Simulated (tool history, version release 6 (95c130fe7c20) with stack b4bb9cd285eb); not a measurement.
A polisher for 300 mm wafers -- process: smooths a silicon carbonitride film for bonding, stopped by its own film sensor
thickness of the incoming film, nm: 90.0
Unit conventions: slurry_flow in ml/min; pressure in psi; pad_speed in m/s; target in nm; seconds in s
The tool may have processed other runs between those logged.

{"run": 1, "hour": 0.0, "slurry_flow": 260, "pressure": 1.3, "pad_speed": 0.94, "slurry_solids": 1.0, "target": 79, "seconds": 73.886}
{"run": 2, "hour": 0.9, "slurry_flow": 260, "pressure": 1.5, "pad_speed": 0.96, "slurry_solids": 1.0, "target": 79, "seconds": 62.756}
{"run": 3, "hour": 5.5, "slurry_flow": 260, "pressure": 1.5, "pad_speed": 0.84, "slurry_solids": 1.0, "target": 79, "seconds": 67.84}
{"run": 4, "hour": 7.8, "slurry_flow": 260, "pressure": 1.6, "pad_speed": 0.84, "slurry_solids": 1.0, "target": 79, "seconds": 63.521}
{"run": 5, "hour": 15.7, "slurry_flow": 260, "pressure": 1.7, "pad_speed": 0.84, "slurry_solids": 1.0, "target": 79, "seconds": 60.545}
{"run": 6, "hour": 21.0, "slurry_flow": 260, "pressure": 1.7, "pad_speed": 0.84, "slurry_solids": 1.1, "target": 79, "seconds": 59.436}
{"run": 7, "hour": 28.2, "slurry_flow": 260, "pressure": 1.7, "pad_speed": 0.84, "slurry_solids": 1.1, "target": 79, "seconds": 58.596}

For run 8, what comes out?
{"run": 8, "hour": 36.6, "slurry_flow": 260, "pressure": 1.8, "pad_speed": 0.84, "slurry_solids": 1.1, "target": 79, "seconds": "?"}

For run 8 the tool returned seconds 56.863 s.
